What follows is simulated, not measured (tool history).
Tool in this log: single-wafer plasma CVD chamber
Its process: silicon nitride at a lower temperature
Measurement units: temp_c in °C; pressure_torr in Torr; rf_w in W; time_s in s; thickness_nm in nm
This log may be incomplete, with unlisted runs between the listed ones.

run,hour,temp_c,pressure_torr,rf_w,time_s,thickness_nm
1,0.0,370,2.09,330,9.5,11.605
2,6.3,370,1.86,330,9.5,11.433
3,7.9,370,1.86,375,9.5,12.044
4,16.5,370,1.58,375,9.5,11.863
5,24.8,370,1.58,375,9.1,11.205
6,30.5,370,1.58,375,9.1,11.228
7,36.4,370,2.00,405,9.1,12.423

What does the tool deliver on the next run?
8,39.3,370,2.10,410,9.1,?

{"run 8": {"thickness_nm": 12.551}}
